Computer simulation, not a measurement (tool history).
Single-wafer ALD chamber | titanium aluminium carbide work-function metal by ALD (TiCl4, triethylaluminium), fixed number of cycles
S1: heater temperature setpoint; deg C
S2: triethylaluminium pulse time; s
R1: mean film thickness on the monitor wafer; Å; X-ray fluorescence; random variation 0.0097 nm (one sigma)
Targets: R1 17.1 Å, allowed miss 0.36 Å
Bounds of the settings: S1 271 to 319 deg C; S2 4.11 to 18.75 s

Run 1, hour 0: S1 295 deg C, S2 11.43 s. Result: R1 18.893 Å.
Run 2, hour 4.8: S1 295 deg C, S2 9.49 s. Result: R1 18.732 Å.
Run 3, hour 6.3: S1 292 deg C, S2 9.15 s. Result: R1 18.235 Å.
Run 4, hour 14.9: S1 292 deg C, S2 11.03 s. Result: R1 18.729 Å.
Run 5, hour 21.8: S1 289 deg C, S2 10.49 s. Result: R1 18.378 Å.
Run 6, hour 30.6: S1 281 deg C, S2 10.49 s. Result: R1 17.832 Å.
Run 7, hour 36.1: S1 280 deg C, S2 10.24 s. Result: R1 17.76 Å.
Run 8, hour 41.3: S1 280 deg C, S2 10.24 s. Result: R1 17.837 Å.
Run 9, hour 50.2: S1 271 deg C, S2 8.96 s. Result: R1 16.563 Å.
Run 10, hour 51.3: S1 272 deg C, S2 9.06 s. Result: R1 16.771 Å.

Which of these 4 next moves meets every target?
Run A, hour 52.4: S1 278 deg C, S2 9.15 s. Result: R1 ?.
Run B, hour 52.4: S1 284 deg C, S2 9.94 s. Result: R1 ?.
Run C, hour 52.4: S1 271 deg C, S2 8.08 s. Result: R1 ?.
Run D, hour 52.4: S1 271 deg C, S2 8.94 s. Result: R1 ?.

move      R1
   A  17.214
   B   17.96
   C  16.135
   D  16.591
A: meets every target
B: takes the result that was furthest off past its target
C: further off than the last run
D: further off than the last run
The right move is A.
